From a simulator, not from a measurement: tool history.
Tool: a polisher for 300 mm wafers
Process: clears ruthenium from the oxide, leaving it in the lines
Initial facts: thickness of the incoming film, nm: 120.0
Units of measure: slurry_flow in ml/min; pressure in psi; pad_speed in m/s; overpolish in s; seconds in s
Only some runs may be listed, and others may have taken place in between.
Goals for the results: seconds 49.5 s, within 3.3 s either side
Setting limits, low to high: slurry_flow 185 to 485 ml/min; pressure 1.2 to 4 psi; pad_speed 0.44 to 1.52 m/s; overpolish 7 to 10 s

| run | hour | slurry_flow | pressure | pad_speed | overpolish | seconds |
|---|---|---|---|---|---|---|
| 1 | 0 | 310 | 2.6 | 0.98 | 10 | 83.845 |
| 2 | 1.5 | 310 | 2.6 | 0.84 | 10 | 92.872 |
| 3 | 5.9 | 370 | 2.6 | 0.84 | 10 | 92.562 |
| 4 | 14.4 | 370 | 2.8 | 0.84 | 10 | 88.154 |
| 5 | 16.5 | 370 | 3.1 | 0.92 | 10 | 74.164 |
| 6 | 18 | 370 | 2.7 | 0.92 | 10 | 84.13 |
| 7 | 24.1 | 370 | 3 | 0.98 | 10 | 72.75 |
| 8 | 27.3 | 370 | 3.2 | 1.02 | 10 | 64.663 |
| 9 | 31.5 | 370 | 3.2 | 1.02 | 10 | 65.02 |
| 10 | 33.4 | 370 | 3.4 | 1.04 | 10 | 62.637 |

Next run, 4 choices. One meets every target within its allowed miss, the rest don't. Which?
| A | 35.3 | 460 | 3.6 | 1.22 | 10 | ? |
| B | 35.3 | 360 | 3.2 | 0.86 | 10 | ? |
| C | 35.3 | 410 | 3.3 | 1.16 | 10 | ? |
| D | 35.3 | 385 | 2.9 | 1.26 | 10 | ? |

| move | seconds |
|---|---|
| A | 51.605 |
| B | 76.85 |
| C | 58.867 |
| D | 62.752 |
A: every result lands within tolerance
B: lands further from the targets than the last run did
C: better than the last run, though not everything is in spec
D: no better and no worse than the last run
Answer: A
